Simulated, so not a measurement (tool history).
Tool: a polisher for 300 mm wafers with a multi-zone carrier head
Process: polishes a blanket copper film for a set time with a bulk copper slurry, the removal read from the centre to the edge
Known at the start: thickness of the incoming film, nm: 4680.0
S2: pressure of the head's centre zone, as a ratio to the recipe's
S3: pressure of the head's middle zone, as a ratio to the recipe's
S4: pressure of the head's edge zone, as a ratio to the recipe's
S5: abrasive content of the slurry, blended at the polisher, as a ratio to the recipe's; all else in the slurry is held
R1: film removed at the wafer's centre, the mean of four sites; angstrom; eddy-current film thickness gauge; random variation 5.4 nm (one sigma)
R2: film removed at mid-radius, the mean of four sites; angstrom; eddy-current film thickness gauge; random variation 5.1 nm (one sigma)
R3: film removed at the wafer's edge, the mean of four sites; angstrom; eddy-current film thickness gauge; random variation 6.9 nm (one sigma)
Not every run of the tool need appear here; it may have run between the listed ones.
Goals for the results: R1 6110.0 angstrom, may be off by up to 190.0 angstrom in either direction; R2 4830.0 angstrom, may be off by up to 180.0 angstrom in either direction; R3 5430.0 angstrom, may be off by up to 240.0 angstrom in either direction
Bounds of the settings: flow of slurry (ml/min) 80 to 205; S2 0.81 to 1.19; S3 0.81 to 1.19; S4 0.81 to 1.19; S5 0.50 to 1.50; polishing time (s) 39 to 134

{"run": 1, "day": 0.0, "flow of slurry (ml/min)": 135, "S2": 1.0, "S3": 1.0, "S4": 1.0, "S5": 1.0, "polishing time (s)": 86, "R1": 9355.7, "R2": 9254.4, "R3": 9089.7}
{"run": 2, "day": 0.104, "flow of slurry (ml/min)": 135, "S2": 1.0, "S3": 1.0, "S4": 1.0, "S5": 1.0, "polishing time (s)": 104, "R1": 11219.0, "R2": 10844.0, "R3": 10871.0}
{"run": 3, "day": 0.129, "flow of slurry (ml/min)": 125, "S2": 1.02, "S3": 0.95, "S4": 0.98, "S5": 0.85, "polishing time (s)": 89, "R1": 9342.4, "R2": 8351.6, "R3": 8709.2}
{"run": 4, "day": 0.375, "flow of slurry (ml/min)": 125, "S2": 1.02, "S3": 0.9, "S4": 0.98, "S5": 0.85, "polishing time (s)": 89, "R1": 9185.9, "R2": 8233.0, "R3": 8614.9}
{"run": 5, "day": 0.429, "flow of slurry (ml/min)": 125, "S2": 1.02, "S3": 0.98, "S4": 0.98, "S5": 0.85, "polishing time (s)": 89, "R1": 9356.9, "R2": 8793.9, "R3": 8630.2}
{"run": 6, "day": 0.608, "flow of slurry (ml/min)": 125, "S2": 1.02, "S3": 0.98, "S4": 1.05, "S5": 0.85, "polishing time (s)": 89, "R1": 9467.8, "R2": 8777.3, "R3": 8985.8}
{"run": 7, "day": 0.888, "flow of slurry (ml/min)": 115, "S2": 1.03, "S3": 0.93, "S4": 1.04, "S5": 0.75, "polishing time (s)": 80, "R1": 8025.2, "R2": 6998.4, "R3": 7662.3}
{"run": 8, "day": 0.946, "flow of slurry (ml/min)": 110, "S2": 1.04, "S3": 0.91, "S4": 1.01, "S5": 0.7, "polishing time (s)": 76, "R1": 7298.6, "R2": 6440.7, "R3": 7157.2}
{"run": 9, "day": 1.117, "flow of slurry (ml/min)": 110, "S2": 1.04, "S3": 0.91, "S4": 1.01, "S5": 0.7, "polishing time (s)": 76, "R1": 7401.1, "R2": 6420.2, "R3": 6855.2}
{"run": 10, "day": 1.35, "flow of slurry (ml/min)": 105, "S2": 1.05, "S3": 0.88, "S4": 1.0, "S5": 0.65, "polishing time (s)": 74, "R1": 7180.9, "R2": 5910.2, "R3": 6500.7}
{"run": 11, "day": 1.504, "flow of slurry (ml/min)": 100, "S2": 1.05, "S3": 0.86, "S4": 0.99, "S5": 0.6, "polishing time (s)": 73, "R1": 6761.5, "R2": 5649.9, "R3": 6399.3}
{"run": 12, "day": 1.812, "flow of slurry (ml/min)": 95, "S2": 1.06, "S3": 0.85, "S4": 0.97, "S5": 0.55, "polishing time (s)": 71, "R1": 6482.1, "R2": 5209.5, "R3": 5954.7}
{"run": 13, "day": 2.05, "flow of slurry (ml/min)": 90, "S2": 1.06, "S3": 0.84, "S4": 0.95, "S5": 0.55, "polishing time (s)": 71, "R1": 6312.2, "R2": 5107.6, "R3": 5917.3}
{"run": 14, "day": 2.142, "flow of slurry (ml/min)": 90, "S2": 1.07, "S3": 0.84, "S4": 0.92, "S5": 0.55, "polishing time (s)": 70, "R1": 6309.3, "R2": 4981.4, "R3": 5663.8}

5 next moves are on the table. One of them brings every result within its allowed miss. Which?
{"run": "A", "day": 2.233, "flow of slurry (ml/min)": 95, "S2": 1.05, "S3": 0.81, "S4": 0.84, "S5": 0.5, "polishing time (s)": 70, "R1": "?", "R2": "?", "R3": "?"}
{"run": "B", "day": 2.233, "flow of slurry (ml/min)": 130, "S2": 1.17, "S3": 0.92, "S4": 0.88, "S5": 0.65, "polishing time (s)": 58, "R1": "?", "R2": "?", "R3": "?"}
{"run": "C", "day": 2.233, "flow of slurry (ml/min)": 85, "S2": 1.16, "S3": 0.88, "S4": 0.94, "S5": 0.65, "polishing time (s)": 66, "R1": "?", "R2": "?", "R3": "?"}
{"run": "D", "day": 2.233, "flow of slurry (ml/min)": 95, "S2": 1.16, "S3": 0.83, "S4": 0.91, "S5": 0.65, "polishing time (s)": 65, "R1": "?", "R2": "?", "R3": "?"}
{"run": "E", "day": 2.233, "flow of slurry (ml/min)": 110, "S2": 1.12, "S3": 0.81, "S4": 0.91, "S5": 0.5, "polishing time (s)": 67, "R1": "?", "R2": "?", "R3": "?"}

move=A R1=6083.4 R2=4852.6 R3=5289.2
move=B R1=6519.1 R2=5112.7 R3=4999.8
move=C R1=6490.3 R2=5033.2 R3=5452.7
move=D R1=6633.8 R2=4878.8 R3=5407.5
move=E R1=6492.7 R2=4822.3 R3=5386.5
A: in spec on every target
B: lands further from the targets than the last run did
C: lands further from the targets than the last run did
D: lands further from the targets than the last run did
E: lands further from the targets than the last run did
Correct choice: A, which meets every target
